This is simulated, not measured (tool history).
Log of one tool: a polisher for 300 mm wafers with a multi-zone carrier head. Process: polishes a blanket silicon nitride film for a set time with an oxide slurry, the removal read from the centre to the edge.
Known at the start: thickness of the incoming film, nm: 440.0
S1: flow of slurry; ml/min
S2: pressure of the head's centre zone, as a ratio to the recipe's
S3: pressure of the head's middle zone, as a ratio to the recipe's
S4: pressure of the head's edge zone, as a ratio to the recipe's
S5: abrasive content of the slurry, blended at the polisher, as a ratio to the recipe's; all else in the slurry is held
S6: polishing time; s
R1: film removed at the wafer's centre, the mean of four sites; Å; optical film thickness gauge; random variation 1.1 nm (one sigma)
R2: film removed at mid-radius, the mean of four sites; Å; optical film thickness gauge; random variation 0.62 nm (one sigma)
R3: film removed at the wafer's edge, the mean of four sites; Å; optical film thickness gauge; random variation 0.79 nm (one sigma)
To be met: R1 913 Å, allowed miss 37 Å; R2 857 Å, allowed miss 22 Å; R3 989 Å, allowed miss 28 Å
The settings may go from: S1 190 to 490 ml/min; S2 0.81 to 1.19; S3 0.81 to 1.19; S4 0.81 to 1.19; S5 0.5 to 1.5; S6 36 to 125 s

| run | hour | S1 | S2 | S3 | S4 | S5 | S6 | R1 | R2 | R3 |
|---|---|---|---|---|---|---|---|---|---|---|
| 1 | 0 | 315 | 1 | 1 | 1 | 1 | 80 | 761.33 | 744.96 | 757.16 |
| 2 | 6.3 | 315 | 1 | 1 | 0.95 | 1 | 80 | 734.41 | 733.31 | 732.57 |
| 3 | 13.3 | 315 | 1 | 1 | 1.03 | 1 | 80 | 751.81 | 746.85 | 764.77 |
| 4 | 17.8 | 315 | 1 | 1 | 1.03 | 1.2 | 80 | 817.85 | 820.22 | 829.17 |
| 5 | 26.2 | 315 | 0.93 | 1 | 1.03 | 1.2 | 80 | 755.31 | 807.26 | 846.5 |
| 6 | 30 | 315 | 0.93 | 1 | 1.03 | 1.05 | 80 | 706.03 | 771.48 | 778.02 |
| 7 | 35.6 | 315 | 0.94 | 0.99 | 1.04 | 1.1 | 80 | 733.28 | 771.35 | 807.65 |
|  | 37.5 | worn pad replaced by a new one |
| 8 | 37.5 | 320 | 0.95 | 0.98 | 1.05 | 1.15 | 80 | 862.51 | 892.71 | 940.27 |
| 9 | 42.9 | 320 | 0.95 | 0.97 | 1.04 | 1.15 | 80 | 869.69 | 897.78 | 934.64 |
| 10 | 44.2 | 315 | 0.95 | 0.97 | 1.06 | 1.1 | 80 | 847.46 | 865.97 | 919.31 |
| 11 | 52.7 | 310 | 0.95 | 0.96 | 1.06 | 1.1 | 80 | 831.84 | 862.75 | 914.2 |
| 12 | 58.9 | 315 | 0.95 | 0.95 | 1.06 | 1.05 | 80 | 824.16 | 841.7 | 897.94 |
| 13 | 67.4 | 320 | 0.95 | 0.94 | 1.06 | 1.05 | 80 | 810.9 | 836.07 | 910.25 |
| 14 | 68.1 | 330 | 0.96 | 0.93 | 1.05 | 1.05 | 80 | 846.91 | 837.22 | 905.85 |
| 15 | 71.3 | 325 | 0.96 | 0.92 | 1.05 | 1.05 | 80 | 835.47 | 819.08 | 891.24 |

Which of these 5 next moves meets every target?
| A | 74.5 | 360 | 0.95 | 0.87 | 1.04 | 1.1 | 85 | ? | ? | ? |
| B | 74.5 | 285 | 0.86 | 0.95 | 1.11 | 1.4 | 75 | ? | ? | ? |
| C | 74.5 | 310 | 0.84 | 0.94 | 1.08 | 1 | 81 | ? | ? | ? |
| D | 74.5 | 200 | 1.07 | 0.98 | 1 | 1 | 88 | ? | ? | ? |
| E | 74.5 | 375 | 0.94 | 0.84 | 1.13 | 1.1 | 77 | ? | ? | ? |

| move | R1 | R2 | R3 |
|---|---|---|---|
| A | 886.81 | 856.27 | 974.16 |
| B | 769.1 | 885.07 | 966.36 |
| C | 702.11 | 819.58 | 890.21 |
| D | 921 | 875.92 | 900.61 |
| E | 797.47 | 756 | 917.88 |
A: meets every target
B: brings the result that was furthest off to its target, and leaves another outside
C: further off than the last run
D: nearer than the last run, and not there yet
E: further off than the last run
Answer: A

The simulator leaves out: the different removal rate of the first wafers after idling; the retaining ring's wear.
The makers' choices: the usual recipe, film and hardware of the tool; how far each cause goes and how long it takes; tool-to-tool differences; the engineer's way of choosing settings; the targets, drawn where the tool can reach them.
